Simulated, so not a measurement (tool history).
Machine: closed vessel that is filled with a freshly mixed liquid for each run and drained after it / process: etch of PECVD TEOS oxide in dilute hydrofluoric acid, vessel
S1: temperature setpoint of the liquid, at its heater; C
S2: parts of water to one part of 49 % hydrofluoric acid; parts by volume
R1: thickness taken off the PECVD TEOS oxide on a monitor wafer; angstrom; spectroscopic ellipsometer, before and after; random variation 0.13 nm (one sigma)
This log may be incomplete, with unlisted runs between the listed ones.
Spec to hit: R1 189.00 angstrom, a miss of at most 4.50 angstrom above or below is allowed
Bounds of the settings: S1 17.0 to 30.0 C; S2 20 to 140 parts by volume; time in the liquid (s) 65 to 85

Run 1, hour 0.0: S1 22.0 C, S2 75 parts by volume, time in the liquid (s) 85. Result: R1 287.46 angstrom.
Run 2, hour 3.1: S1 21.0 C, S2 80 parts by volume, time in the liquid (s) 85. Result: R1 255.82 angstrom.
Run 3, hour 6.5: S1 21.0 C, S2 60 parts by volume, time in the liquid (s) 85. Result: R1 346.49 angstrom.
Run 4, hour 7.6: S1 24.5 C, S2 60 parts by volume, time in the liquid (s) 85. Result: R1 407.37 angstrom.
Run 5, hour 9.5: S1 23.0 C, S2 65 parts by volume, time in the liquid (s) 85. Result: R1 348.01 angstrom.
Run 6, hour 15.6: S1 21.5 C, S2 70 parts by volume, time in the liquid (s) 85. Result: R1 300.63 angstrom.
Run 7, hour 22.9: S1 20.5 C, S2 75 parts by volume, time in the liquid (s) 85. Result: R1 269.83 angstrom.
Run 8, hour 31.9: S1 20.5 C, S2 75 parts by volume, time in the liquid (s) 85. Result: R1 266.51 angstrom.
Run 9, hour 39.1: S1 20.0 C, S2 80 parts by volume, time in the liquid (s) 85. Result: R1 246.25 angstrom.
Run 10, hour 46.3: S1 17.0 C, S2 95 parts by volume, time in the liquid (s) 85. Result: R1 178.70 angstrom.
Run 11, hour 52.9: S1 17.5 C, S2 95 parts by volume, time in the liquid (s) 85. Result: R1 181.10 angstrom.

5 candidate next runs follow, results not yet known. Just one meets every target within its allowed miss. Identify it.
Run A, hour 59.5: S1 17.0 C, S2 85 parts by volume, time in the liquid (s) 80. Result: R1 ?.
Run B, hour 59.5: S1 17.0 C, S2 85 parts by volume, time in the liquid (s) 85. Result: R1 ?.
Run C, hour 59.5: S1 18.0 C, S2 85 parts by volume, time in the liquid (s) 80. Result: R1 ?.
Run D, hour 59.5: S1 17.0 C, S2 95 parts by volume, time in the liquid (s) 80. Result: R1 ?.
Run E, hour 59.5: S1 20.5 C, S2 100 parts by volume, time in the liquid (s) 75. Result: R1 ?.

move      R1
   A  189.14
   B  200.96
   C  197.33
   D  167.45
   E  171.58
A: hits every target within its allowed miss
B: pushes the last run's worst result past its target
C: pushes the last run's worst result past its target
D: its largest miss is bigger than the last run's
E: its largest miss is bigger than the last run's
A meets every target.
